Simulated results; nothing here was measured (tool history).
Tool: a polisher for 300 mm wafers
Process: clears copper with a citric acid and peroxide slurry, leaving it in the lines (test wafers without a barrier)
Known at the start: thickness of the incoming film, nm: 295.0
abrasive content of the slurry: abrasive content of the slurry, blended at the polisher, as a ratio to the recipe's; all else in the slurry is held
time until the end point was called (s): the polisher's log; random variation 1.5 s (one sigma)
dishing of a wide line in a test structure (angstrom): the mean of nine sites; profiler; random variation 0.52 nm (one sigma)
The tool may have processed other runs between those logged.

| run | hour | flow of slurry (ml/min) | pressure of the wafer on the pad (kPa) | speed of the pad under the wafer (cm/s) | abrasive content of the slurry | overpolish time after the end point (s) | time until the end point was called (s) | dishing of a wide line in a test structure (angstrom) |
|---|---|---|---|---|---|---|---|---|
| 1 | 0.0 | 225 | 26.9 | 122 | 1.00 | 12 | 75.415 | 316.36 |
| 2 | 4.0 | 225 | 26.9 | 122 | 1.15 | 12 | 72.072 | 320.91 |
| 3 | 11.7 | 210 | 26.9 | 122 | 1.10 | 13 | 74.937 | 333.11 |
| 4 | 17.5 | 210 | 26.9 | 122 | 1.05 | 14 | 76.318 | 356.65 |
| 5 | 23.8 | 210 | 26.9 | 100 | 1.05 | 14 | 87.155 | 316.43 |
| 6 | 30.4 | 210 | 28.3 | 100 | 1.00 | 15 | 81.994 | 336.89 |
| 7 | 39.2 | 205 | 28.3 | 104 | 1.00 | 16 | 81.488 | 365.10 |

Run 8, settings as shown, results not yet in. Your forecast:
| 8 | 43.2 | 205 | 28.3 | 106 | 1.00 | 17 | ? | ? |

time until the end point was called (s): 80.162
dishing of a wide line in a test structure (angstrom): 387.48

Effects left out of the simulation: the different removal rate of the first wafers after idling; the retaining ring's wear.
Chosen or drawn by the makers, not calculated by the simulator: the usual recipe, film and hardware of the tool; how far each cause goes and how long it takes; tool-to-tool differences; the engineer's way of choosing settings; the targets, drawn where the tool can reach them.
